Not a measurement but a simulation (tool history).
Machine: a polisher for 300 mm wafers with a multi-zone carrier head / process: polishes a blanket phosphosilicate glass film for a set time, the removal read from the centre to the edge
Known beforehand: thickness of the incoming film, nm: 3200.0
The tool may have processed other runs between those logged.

run,hour,flow of slurry (ml/min),pressure of the head's centre zone,pressure of the head's middle zone,pressure of the head's edge zone,abrasive content of the slurry,polishing time (s),film removed at the wafer's centre (nm),film removed at mid-radius (nm),film removed at the wafer's edge (nm)
1,0,155,1,1,1,1,90,1239.1,1235.1,1290.5
2,7.7,155,0.98,1.01,1.04,1,90,1214.7,1215.1,1310
3,14.2,155,0.98,1.01,1.04,1,73,995.46,992.22,1064
4,15.5,160,0.96,1.03,1.07,1.15,74,1015.5,1083.5,1118.8
5,23,160,0.95,1.02,1.1,1.25,77,1088.8,1128.4,1229.5
6,31.5,160,0.95,1.02,1.14,1.25,77,1094.5,1150.6,1266.7
7,32.9,165,0.94,1.02,1.15,1.3,78,1129.6,1181.6,1294.3

Run 8 is up next; what results do you expect?
8,36.3,165,0.93,1.02,1.16,1.35,80,?,?,?

{"run 8": {"film removed at the wafer's centre (nm)": 1140.2, "film removed at mid-radius (nm)": 1231.9, "film removed at the wafer's edge (nm)": 1343.8}}
